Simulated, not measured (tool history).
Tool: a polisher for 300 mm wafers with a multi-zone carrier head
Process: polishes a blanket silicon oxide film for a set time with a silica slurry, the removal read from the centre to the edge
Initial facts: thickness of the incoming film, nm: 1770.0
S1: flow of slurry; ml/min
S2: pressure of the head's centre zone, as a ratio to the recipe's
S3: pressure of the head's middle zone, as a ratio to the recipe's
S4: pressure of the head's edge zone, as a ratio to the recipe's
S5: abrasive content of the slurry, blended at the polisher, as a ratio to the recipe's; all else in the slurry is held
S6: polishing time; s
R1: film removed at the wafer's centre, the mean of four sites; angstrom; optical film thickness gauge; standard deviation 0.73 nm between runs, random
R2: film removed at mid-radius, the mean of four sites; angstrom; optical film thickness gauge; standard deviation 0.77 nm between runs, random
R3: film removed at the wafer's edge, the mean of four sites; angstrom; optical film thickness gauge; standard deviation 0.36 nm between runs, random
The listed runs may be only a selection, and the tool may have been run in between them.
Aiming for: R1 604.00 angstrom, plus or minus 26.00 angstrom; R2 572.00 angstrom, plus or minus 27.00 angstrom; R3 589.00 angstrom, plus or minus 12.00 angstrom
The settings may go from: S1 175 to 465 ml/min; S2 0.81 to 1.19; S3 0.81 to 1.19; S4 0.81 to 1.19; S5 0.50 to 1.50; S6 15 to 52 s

Run 1, hour 0.0: S1 295 ml/min, S2 1.00, S3 1.00, S4 1.00, S5 1.00, S6 33 s. Result: R1 1080.20 angstrom, R2 1045.80 angstrom, R3 1065.90 angstrom.
Run 2, hour 2.0: S1 290 ml/min, S2 0.99, S3 0.97, S4 0.96, S5 0.85, S6 30 s. Result: R1 859.51 angstrom, R2 849.24 angstrom, R3 850.10 angstrom.
Run 3, hour 4.5: S1 290 ml/min, S2 0.93, S3 0.97, S4 0.96, S5 0.85, S6 30 s. Result: R1 811.09 angstrom, R2 824.48 angstrom, R3 855.26 angstrom.
Run 4, hour 5.8: S1 290 ml/min, S2 0.93, S3 0.97, S4 0.96, S5 0.65, S6 30 s. Result: R1 675.16 angstrom, R2 668.89 angstrom, R3 698.30 angstrom.
Run 5, hour 8.3: S1 290 ml/min, S2 0.93, S3 0.96, S4 0.93, S5 0.60, S6 30 s. Result: R1 600.82 angstrom, R2 625.08 angstrom, R3 627.93 angstrom.
Run 6, hour 16.1: S1 290 ml/min, S2 0.86, S3 0.96, S4 0.93, S5 0.60, S6 30 s. Result: R1 564.86 angstrom, R2 618.47 angstrom, R3 632.55 angstrom.
Run 7, hour 20.3: S1 290 ml/min, S2 0.86, S3 0.96, S4 0.93, S5 0.60, S6 30 s. Result: R1 557.51 angstrom, R2 626.32 angstrom, R3 640.09 angstrom.
Run 8, hour 23.6: S1 285 ml/min, S2 0.89, S3 0.93, S4 0.91, S5 0.60, S6 30 s. Result: R1 585.78 angstrom, R2 602.59 angstrom, R3 624.53 angstrom.
Run 9, hour 24.6: S1 285 ml/min, S2 0.89, S3 0.93, S4 0.91, S5 0.60, S6 30 s. Result: R1 589.42 angstrom, R2 627.47 angstrom, R3 628.56 angstrom.
Run 10, hour 26.4: S1 285 ml/min, S2 0.90, S3 0.90, S4 0.91, S5 0.60, S6 30 s. Result: R1 578.04 angstrom, R2 594.69 angstrom, R3 630.87 angstrom.
Run 11, hour 32.3: S1 280 ml/min, S2 0.92, S3 0.89, S4 0.89, S5 0.60, S6 30 s. Result: R1 602.60 angstrom, R2 588.56 angstrom, R3 623.93 angstrom.

Below are 4 possible settings for the next run. Only one of them brings all results inside the allowed miss of their targets. Which is it?
Run A, hour 38.2: S1 210 ml/min, S2 0.98, S3 0.92, S4 0.89, S5 0.60, S6 29 s. Result: R1 ?, R2 ?, R3 ?.
Run B, hour 38.2: S1 335 ml/min, S2 0.86, S3 0.81, S4 1.01, S5 0.75, S6 25 s. Result: R1 ?, R2 ?, R3 ?.
Run C, hour 38.2: S1 265 ml/min, S2 0.93, S3 0.87, S4 0.92, S5 0.60, S6 30 s. Result: R1 ?, R2 ?, R3 ?.
Run D, hour 38.2: S1 275 ml/min, S2 1.03, S3 0.89, S4 0.84, S5 0.55, S6 32 s. Result: R1 ?, R2 ?, R3 ?.

move      R1      R2      R3
   A  606.22  555.67  585.05
   B  588.63  549.92  676.19
   C  610.80  561.44  625.42
   D  658.12  557.34  584.27
A: each result inside its tolerance
B: the biggest miss grows against the last run
C: roughly where the last run was
D: corrects the largest miss of the last run, while another result sits out of spec
The right move is A.
